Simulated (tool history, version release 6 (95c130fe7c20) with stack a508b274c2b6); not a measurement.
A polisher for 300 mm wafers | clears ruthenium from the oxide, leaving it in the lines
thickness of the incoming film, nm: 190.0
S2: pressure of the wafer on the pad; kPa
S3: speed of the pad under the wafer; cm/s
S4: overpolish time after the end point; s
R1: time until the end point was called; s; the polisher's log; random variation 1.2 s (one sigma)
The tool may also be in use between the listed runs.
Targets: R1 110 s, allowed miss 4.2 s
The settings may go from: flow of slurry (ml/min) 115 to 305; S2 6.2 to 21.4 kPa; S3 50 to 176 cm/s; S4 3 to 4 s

{"run": 1, "hour": 0.0, "flow of slurry (ml/min)": 195, "S2": 13.8, "S3": 112, "S4": 4, "R1": 154.45}
{"run": 2, "hour": 5.8, "flow of slurry (ml/min)": 195, "S2": 13.8, "S3": 112, "S4": 3, "R1": 157.98}
{"run": 3, "hour": 12.4, "flow of slurry (ml/min)": 195, "S2": 11.7, "S3": 112, "S4": 3, "R1": 183.13}
{"run": 4, "hour": 18.6, "flow of slurry (ml/min)": 195, "S2": 13.1, "S3": 112, "S4": 3, "R1": 164.78}
{"run": 5, "hour": 20.9, "flow of slurry (ml/min)": 195, "S2": 13.8, "S3": 112, "S4": 3, "R1": 157.5}
{"run": 6, "hour": 24.7, "flow of slurry (ml/min)": 145, "S2": 13.8, "S3": 112, "S4": 3, "R1": 164.92}
{"run": 7, "hour": 26.1, "flow of slurry (ml/min)": 155, "S2": 14.5, "S3": 112, "S4": 3, "R1": 156.81}
{"run": 8, "hour": 29.7, "flow of slurry (ml/min)": 165, "S2": 15.2, "S3": 112, "S4": 3, "R1": 146.1}
{"run": 9, "hour": 38.1, "flow of slurry (ml/min)": 175, "S2": 15.9, "S3": 112, "S4": 3, "R1": 139.28}
{"run": 10, "hour": 46.2, "flow of slurry (ml/min)": 180, "S2": 16.5, "S3": 112, "S4": 3, "R1": 132.43}
{"run": 11, "hour": 54.0, "flow of slurry (ml/min)": 180, "S2": 16.5, "S3": 112, "S4": 3, "R1": 132.17}
{"run": 12, "hour": 60.6, "flow of slurry (ml/min)": 185, "S2": 17.2, "S3": 112, "S4": 3, "R1": 125.23}
{"run": 13, "hour": 69.4, "flow of slurry (ml/min)": 190, "S2": 17.2, "S3": 112, "S4": 3, "R1": 124.31}
{"run": 14, "hour": 74.2, "flow of slurry (ml/min)": 195, "S2": 17.2, "S3": 112, "S4": 3, "R1": 122.94}
{"run": 15, "hour": 75.5, "flow of slurry (ml/min)": 200, "S2": 17.2, "S3": 112, "S4": 3, "R1": 128.31}
{"run": 16, "hour": 83.2, "flow of slurry (ml/min)": 200, "S2": 17.9, "S3": 112, "S4": 3, "R1": 120.87}

5 next moves are on the table. One of them brings every result within its allowed miss. Which?
{"run": "A", "hour": 90.9, "flow of slurry (ml/min)": 225, "S2": 18.6, "S3": 132, "S4": 3, "R1": "?"}
{"run": "B", "hour": 90.9, "flow of slurry (ml/min)": 220, "S2": 17.2, "S3": 96, "S4": 3, "R1": "?"}
{"run": "C", "hour": 90.9, "flow of slurry (ml/min)": 160, "S2": 20, "S3": 114, "S4": 4, "R1": "?"}
{"run": "D", "hour": 90.9, "flow of slurry (ml/min)": 170, "S2": 17.2, "S3": 124, "S4": 4, "R1": "?"}
{"run": "E", "hour": 90.9, "flow of slurry (ml/min)": 175, "S2": 17.2, "S3": 102, "S4": 3, "R1": "?"}

move=A R1=99.791
move=B R1=140.43
move=C R1=110.92
move=D R1=118.24
move=E R1=138.31
A: takes the result that was furthest off past its target
B: further off than the last run
C: meets every target
D: nearer than the last run, and not there yet
E: further off than the last run
Move C is the one to make.
